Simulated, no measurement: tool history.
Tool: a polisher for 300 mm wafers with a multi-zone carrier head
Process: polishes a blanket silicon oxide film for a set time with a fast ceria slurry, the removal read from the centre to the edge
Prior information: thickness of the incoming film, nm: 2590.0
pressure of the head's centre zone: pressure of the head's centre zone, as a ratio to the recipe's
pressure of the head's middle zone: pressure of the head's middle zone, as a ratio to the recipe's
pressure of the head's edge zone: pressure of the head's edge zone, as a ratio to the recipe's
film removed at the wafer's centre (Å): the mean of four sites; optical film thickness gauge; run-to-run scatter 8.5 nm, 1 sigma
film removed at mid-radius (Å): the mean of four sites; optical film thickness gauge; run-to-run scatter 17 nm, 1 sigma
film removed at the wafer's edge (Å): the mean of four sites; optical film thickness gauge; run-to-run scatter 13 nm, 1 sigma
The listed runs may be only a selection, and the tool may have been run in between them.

run,hour,flow of slurry (ml/min),pressure of the head's centre zone,pressure of the head's middle zone,pressure of the head's edge zone,polishing time (s),film removed at the wafer's centre (Å),film removed at mid-radius (Å),film removed at the wafer's edge (Å)
1,0.0,255,1.00,1.00,1.00,82,8224.5,8181.1,8513.3
2,1.0,265,1.01,1.05,1.03,87,8734.9,9113.6,9054.3
3,4.7,310,1.01,1.05,1.03,87,8984.4,9457.6,9438.1
4,6.0,310,1.01,1.05,1.03,79,8284.1,8316.9,8273.7
5,12.0,305,1.01,1.07,1.03,85,8617.6,8920.5,8993.6
6,14.3,305,1.02,1.10,1.02,91,9432.2,9750.0,9780.5
# hour 23.2: slurry nozzle cleaned
7,23.2,325,1.02,1.13,1.04,93,10125.0,10684.0,10138.0
8,27.5,330,1.01,1.13,1.06,94,10257.0,10597.0,10284.0

Forecast run 9:
9,31.2,335,0.99,1.14,1.06,96,?,?,?

{"run 9": {"film removed at the wafer's centre (Å)": 10060.0, "film removed at mid-radius (Å)": 11138.0, "film removed at the wafer's edge (Å)": 10545.0}}
